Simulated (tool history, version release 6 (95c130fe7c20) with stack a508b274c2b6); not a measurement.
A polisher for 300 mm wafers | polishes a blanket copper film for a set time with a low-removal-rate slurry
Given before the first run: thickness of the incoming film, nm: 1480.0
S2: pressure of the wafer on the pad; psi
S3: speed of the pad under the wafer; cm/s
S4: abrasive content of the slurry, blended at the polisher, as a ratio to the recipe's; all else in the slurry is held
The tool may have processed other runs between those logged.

run 1 day=0 | flow_of_slurry_(ml/min)=125 S2=2.5 S3=114 S4=1 polishing_time_(s)=32 | film_removed_(angstrom)=783.23
run 2 day=0.338 | flow_of_slurry_(ml/min)=125 S2=2.5 S3=88 S4=1 polishing_time_(s)=32 | film_removed_(angstrom)=609.21
run 3 day=0.604 | flow_of_slurry_(ml/min)=95 S2=2.5 S3=88 S4=1 polishing_time_(s)=32 | film_removed_(angstrom)=575.97
run 4 day=0.692 | flow_of_slurry_(ml/min)=95 S2=2.4 S3=88 S4=1 polishing_time_(s)=32 | film_removed_(angstrom)=558.66
run 5 day=0.958 | flow_of_slurry_(ml/min)=95 S2=2.3 S3=88 S4=1 polishing_time_(s)=32 | film_removed_(angstrom)=546.31
run 6 day=1.029 | flow_of_slurry_(ml/min)=95 S2=2.2 S3=88 S4=1 polishing_time_(s)=32 | film_removed_(angstrom)=526.06

Predict the results of run 7:
run 7 day=1.383 | flow_of_slurry_(ml/min)=95 S2=2.1 S3=88 S4=1 polishing_time_(s)=32 | film_removed_(angstrom)=?

film removed (angstrom): 510.48

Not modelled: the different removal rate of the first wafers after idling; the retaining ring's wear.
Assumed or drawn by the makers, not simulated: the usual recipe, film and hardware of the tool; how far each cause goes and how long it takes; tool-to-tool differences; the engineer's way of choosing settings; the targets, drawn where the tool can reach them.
